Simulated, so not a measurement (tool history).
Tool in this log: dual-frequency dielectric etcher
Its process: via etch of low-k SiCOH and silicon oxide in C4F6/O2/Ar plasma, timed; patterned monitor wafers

run,hour,source power (kW),bias power (kW),etch time (s),mean etch depth across the wafer (angstrom)
1,0.0,0.250,0.149,26.5,556.11
2,4.7,0.250,0.149,24.0,504.51
3,10.2,0.280,0.149,24.0,538.42
4,11.2,0.280,0.149,26.5,596.45
5,13.9,0.280,0.149,26.5,596.95
6,17.2,0.280,0.175,26.5,623.71

For run 7, what comes out?
7,18.4,0.250,0.158,26.0,?

Run 7 produced mean etch depth across the wafer (angstrom) 555.55.

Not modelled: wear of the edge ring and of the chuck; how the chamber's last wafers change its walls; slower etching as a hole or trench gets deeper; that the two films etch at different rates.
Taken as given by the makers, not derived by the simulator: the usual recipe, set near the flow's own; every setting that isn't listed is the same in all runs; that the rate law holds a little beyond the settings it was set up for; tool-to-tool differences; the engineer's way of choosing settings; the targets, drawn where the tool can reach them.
